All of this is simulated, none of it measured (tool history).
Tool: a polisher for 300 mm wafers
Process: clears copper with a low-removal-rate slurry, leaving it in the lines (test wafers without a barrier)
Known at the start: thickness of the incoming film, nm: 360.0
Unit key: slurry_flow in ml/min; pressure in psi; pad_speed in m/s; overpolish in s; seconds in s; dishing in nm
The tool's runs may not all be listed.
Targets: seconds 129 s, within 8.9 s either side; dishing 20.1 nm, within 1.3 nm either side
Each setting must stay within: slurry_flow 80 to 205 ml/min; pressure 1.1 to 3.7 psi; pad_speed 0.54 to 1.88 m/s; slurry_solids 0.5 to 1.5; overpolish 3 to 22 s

| run | hour | slurry_flow | pressure | pad_speed | slurry_solids | overpolish | seconds | dishing |
|---|---|---|---|---|---|---|---|---|
| 1 | 0 | 135 | 2.4 | 1.2 | 1 | 11 | 114.4 | 26.419 |
| 2 | 8.8 | 135 | 2.9 | 1.2 | 1 | 11 | 97.931 | 31.104 |
| 3 | 16.4 | 135 | 2.9 | 1.2 | 1 | 15 | 95.958 | 41.436 |
| 4 | 24.3 | 135 | 3.3 | 1.2 | 1 | 15 | 80.941 | 45.194 |
| 5 | 30.6 | 135 | 3.3 | 1.08 | 1 | 15 | 96.692 | 42.254 |
| 6 | 36.2 | 135 | 3.1 | 1.08 | 1 | 13 | 102.54 | 36.955 |
| 7 | 39 | 135 | 2.8 | 1.12 | 1 | 11 | 106.61 | 28.77 |
| 8 | 41.2 | 135 | 2.6 | 1.12 | 1 | 10 | 115.55 | 24.722 |
| 9 | 46.3 | 135 | 2.3 | 1.1 | 1 | 8 | 129.75 | 17.295 |

4 candidate next runs follow, results not yet known. Just one meets every target within its allowed miss. Identify it.
| A | 51.4 | 120 | 2.4 | 1.32 | 0.95 | 9 | ? | ? |
| B | 51.4 | 125 | 3 | 1 | 0.95 | 9 | ? | ? |
| C | 51.4 | 105 | 2.2 | 1.36 | 1.3 | 9 | ? | ? |
| D | 51.4 | 135 | 1.8 | 1.4 | 1.2 | 9 | ? | ? |

| move | seconds | dishing |
|---|---|---|
| A | 107.14 | 24.163 |
| B | 111.87 | 23.357 |
| C | 109.57 | 23.612 |
| D | 124.46 | 20.884 |
A: moves the result that the last run missed by most past its target, out the other side
B: moves the result that the last run missed by most past its target, out the other side
C: moves the result that the last run missed by most past its target, out the other side
D: all results in spec
Move D is the one to make.
